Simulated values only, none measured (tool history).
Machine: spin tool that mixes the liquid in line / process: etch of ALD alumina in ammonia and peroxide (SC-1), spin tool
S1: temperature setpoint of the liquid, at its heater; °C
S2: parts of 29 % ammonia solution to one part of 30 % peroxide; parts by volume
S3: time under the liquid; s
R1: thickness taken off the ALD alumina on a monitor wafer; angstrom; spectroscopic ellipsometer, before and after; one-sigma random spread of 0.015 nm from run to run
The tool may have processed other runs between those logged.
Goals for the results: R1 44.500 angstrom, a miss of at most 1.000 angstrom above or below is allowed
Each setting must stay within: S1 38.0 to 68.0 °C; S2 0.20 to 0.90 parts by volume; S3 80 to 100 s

| run | hour | S1 | S2 | S3 | R1 |
|---|---|---|---|---|---|
| 1 | 0.0 | 52.0 | 0.50 | 100 | 60.486 |
| 2 | 0.6 | 51.0 | 0.50 | 100 | 57.331 |
| 3 | 2.4 | 51.0 | 0.40 | 100 | 55.920 |
| 4 | 2.9 | 51.0 | 0.40 | 100 | 55.928 |
| 5 | 11.7 | 50.0 | 0.40 | 100 | 53.047 |
| 6 | 17.4 | 49.5 | 0.40 | 100 | 51.412 |
| 7 | 17.9 | 49.0 | 0.40 | 100 | 49.794 |
| 8 | 23.6 | 48.5 | 0.40 | 100 | 48.789 |
| 9 | 31.3 | 48.0 | 0.40 | 100 | 47.417 |
| 10 | 33.6 | 47.5 | 0.40 | 100 | 46.410 |

4 candidate next runs follow, results not yet known. Just one meets every target within its allowed miss. Identify it.
| A | 35.9 | 47.5 | 0.25 | 100 | ? |
| B | 35.9 | 50.5 | 0.35 | 90 | ? |
| C | 35.9 | 53.0 | 0.35 | 80 | ? |
| D | 35.9 | 48.5 | 0.35 | 100 | ? |

| move | R1 |
|---|---|
| A | 44.354 |
| B | 48.672 |
| C | 49.561 |
| D | 48.427 |
A: every result lands within tolerance
B: misses by more than the last run did
C: misses by more than the last run did
D: misses by more than the last run did
The right move is A.
